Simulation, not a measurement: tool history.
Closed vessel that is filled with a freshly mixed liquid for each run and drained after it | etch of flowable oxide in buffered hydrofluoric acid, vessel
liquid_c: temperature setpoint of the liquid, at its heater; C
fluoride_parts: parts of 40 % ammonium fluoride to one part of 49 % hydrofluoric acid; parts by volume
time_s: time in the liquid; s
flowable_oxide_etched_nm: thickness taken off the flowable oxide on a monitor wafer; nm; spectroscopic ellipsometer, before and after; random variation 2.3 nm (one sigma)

run 1 day=0.000 | liquid_c=23.0 fluoride_parts=15.0 time_s=105 | flowable_oxide_etched_nm=149.56
run 2 day=0.108 | liquid_c=24.0 fluoride_parts=15.0 time_s=105 | flowable_oxide_etched_nm=156.04
run 3 day=0.362 | liquid_c=24.0 fluoride_parts=15.0 time_s=110 | flowable_oxide_etched_nm=165.94
run 4 day=0.517 | liquid_c=24.5 fluoride_parts=15.0 time_s=110 | flowable_oxide_etched_nm=168.62
run 5 day=0.762 | liquid_c=25.0 fluoride_parts=14.5 time_s=110 | flowable_oxide_etched_nm=180.98
run 6 day=1.004 | liquid_c=25.0 fluoride_parts=14.5 time_s=105 | flowable_oxide_etched_nm=173.20

Run 7 comes next. What will it give?
-- day=1.358 thermometer replaced
run 7 day=1.358 | liquid_c=25.5 fluoride_parts=14.5 time_s=105 | flowable_oxide_etched_nm=?

flowable_oxide_etched_nm: 198.15 nm
